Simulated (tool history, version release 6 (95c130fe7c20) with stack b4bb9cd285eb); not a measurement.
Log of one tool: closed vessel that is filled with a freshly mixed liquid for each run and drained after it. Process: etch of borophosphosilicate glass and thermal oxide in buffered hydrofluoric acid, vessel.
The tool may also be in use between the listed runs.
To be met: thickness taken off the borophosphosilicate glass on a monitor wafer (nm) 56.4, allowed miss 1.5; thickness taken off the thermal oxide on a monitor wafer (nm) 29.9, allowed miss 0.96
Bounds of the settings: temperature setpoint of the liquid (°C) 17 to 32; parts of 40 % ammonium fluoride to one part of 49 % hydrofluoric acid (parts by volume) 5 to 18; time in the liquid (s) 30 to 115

run  hour  temperature setpoint of the liquid (°C)  parts of 40 % ammonium fluoride to one part of 49 % hydrofluoric acid (parts by volume)  time in the liquid (s)  thickness taken off the borophosphosilicate glass on a monitor wafer (nm)  thickness taken off the thermal oxide on a monitor wafer (nm)
  1     0                                       24                                                                                       11                      60                                                                     105.69                                                          56.59
  2   7.8                                       27                                                                                       11                      60                                                                     124.88                                                         67.562
  3  11.9                                       27                                                                                        9                      60                                                                     145.69                                                         77.963
  4  16.4                                       27                                                                                      6.5                      60                                                                     207.52                                                         109.26
  5  23.7                                       25                                                                                        8                      60                                                                     147.75                                                         78.928
  6  31.3                                       27                                                                                        8                      60                                                                     166.43                                                         89.423
  7  38.3                                       25                                                                                        9                      60                                                                     132.15                                                         69.666
  8  47.3                                       21                                                                                     12.5                      60                                                                     79.877                                                         42.451

4 next moves are on the table. One of them brings every result within its allowed miss. Which?
  A  56.3                                       18                                                                                      8.5                      35                                                                          ?                                                              ?
  B  56.3                                       22                                                                                       13                      45                                                                          ?                                                              ?
  C  56.3                                       17                                                                                       11                      50                                                                          ?                                                              ?
  D  56.3                                       28                                                                                       14                      75                                                                          ?                                                              ?

move  thickness taken off the borophosphosilicate glass on a monitor wafer (nm)  thickness taken off the thermal oxide on a monitor wafer (nm)
   A                                                                     55.497                                                         29.845
   B                                                                     60.367                                                         32.675
   C                                                                      59.91                                                         32.276
   D                                                                     129.08                                                         70.126
A: meets every target
B: nearer than the last run, and not there yet
C: nearer than the last run, and not there yet
D: further off than the last run
Move A is the one to make.
